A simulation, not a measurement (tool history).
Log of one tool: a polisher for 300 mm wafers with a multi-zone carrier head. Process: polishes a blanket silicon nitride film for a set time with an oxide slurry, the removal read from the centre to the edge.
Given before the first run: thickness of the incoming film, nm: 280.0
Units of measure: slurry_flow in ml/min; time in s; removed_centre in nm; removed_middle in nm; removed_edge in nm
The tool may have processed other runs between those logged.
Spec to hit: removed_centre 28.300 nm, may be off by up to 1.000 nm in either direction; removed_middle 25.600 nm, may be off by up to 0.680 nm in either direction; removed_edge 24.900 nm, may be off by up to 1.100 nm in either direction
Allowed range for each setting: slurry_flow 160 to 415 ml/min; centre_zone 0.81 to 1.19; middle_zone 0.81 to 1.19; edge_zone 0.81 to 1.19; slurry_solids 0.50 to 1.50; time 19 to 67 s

run 1 hour=0.0 | slurry_flow=265 centre_zone=1.00 middle_zone=1.00 edge_zone=1.00 slurry_solids=1.00 time=43 | removed_centre=27.624 removed_middle=31.104 removed_edge=30.639
run 2 hour=9.0 | slurry_flow=265 centre_zone=1.03 middle_zone=0.98 edge_zone=0.96 slurry_solids=0.95 time=43 | removed_centre=27.091 removed_middle=29.624 removed_edge=29.104
run 3 hour=14.1 | slurry_flow=265 centre_zone=1.03 middle_zone=0.98 edge_zone=0.96 slurry_solids=0.95 time=34 | removed_centre=21.403 removed_middle=23.373 removed_edge=22.777
run 4 hour=17.1 | slurry_flow=265 centre_zone=1.03 middle_zone=0.98 edge_zone=0.96 slurry_solids=1.05 time=34 | removed_centre=22.875 removed_middle=25.225 removed_edge=24.436
run 5 hour=20.5 | slurry_flow=285 centre_zone=1.07 middle_zone=0.97 edge_zone=0.95 slurry_solids=1.05 time=34 | removed_centre=23.861 removed_middle=24.880 removed_edge=25.007
run 6 hour=24.4 | slurry_flow=250 centre_zone=1.07 middle_zone=0.97 edge_zone=0.95 slurry_solids=1.05 time=34 | removed_centre=23.980 removed_middle=24.925 removed_edge=24.085
-- hour=28.9 centre zone pressure recalibrated
run 7 hour=28.9 | slurry_flow=250 centre_zone=1.07 middle_zone=0.97 edge_zone=0.95 slurry_solids=1.05 time=34 | removed_centre=26.736 removed_middle=24.759 removed_edge=24.228
run 8 hour=35.3 | slurry_flow=250 centre_zone=1.07 middle_zone=0.98 edge_zone=0.96 slurry_solids=1.05 time=34 | removed_centre=27.311 removed_middle=24.787 removed_edge=24.526
run 9 hour=41.9 | slurry_flow=250 centre_zone=1.07 middle_zone=0.99 edge_zone=0.95 slurry_solids=1.05 time=34 | removed_centre=26.612 removed_middle=25.126 removed_edge=24.011
run 10 hour=47.2 | slurry_flow=250 centre_zone=1.07 middle_zone=0.99 edge_zone=0.96 slurry_solids=1.05 time=34 | removed_centre=26.601 removed_middle=25.012 removed_edge=24.365
run 11 hour=50.0 | slurry_flow=250 centre_zone=1.08 middle_zone=1.00 edge_zone=0.96 slurry_solids=1.05 time=34 | removed_centre=26.895 removed_middle=25.293 removed_edge=24.454

Of the 4 settings listed for the next run, only one would bring every result within its allowed miss of target. Which one?
run A hour=52.8 | slurry_flow=240 centre_zone=1.18 middle_zone=1.04 edge_zone=1.04 slurry_solids=1.20 time=30 | removed_centre=? removed_middle=? removed_edge=?
run B hour=52.8 | slurry_flow=245 centre_zone=1.14 middle_zone=1.03 edge_zone=1.03 slurry_solids=1.05 time=32 | removed_centre=? removed_middle=? removed_edge=?
run C hour=52.8 | slurry_flow=320 centre_zone=1.12 middle_zone=1.01 edge_zone=0.98 slurry_solids=1.20 time=31 | removed_centre=? removed_middle=? removed_edge=?
run D hour=52.8 | slurry_flow=245 centre_zone=0.97 middle_zone=0.91 edge_zone=0.95 slurry_solids=1.10 time=35 | removed_centre=? removed_middle=? removed_edge=?

move=A removed_centre=28.190 removed_middle=24.437 removed_edge=24.192
move=B removed_centre=26.900 removed_middle=24.017 removed_edge=23.784
move=C removed_centre=28.354 removed_middle=25.444 removed_edge=24.778
move=D removed_centre=25.724 removed_middle=25.343 removed_edge=25.854
A: the worst result of the last run now meets its target, but another is out of spec
B: moves away from the targets compared with the last run
C: every result lands within tolerance
D: moves away from the targets compared with the last run
Go with C: it meets all targets.
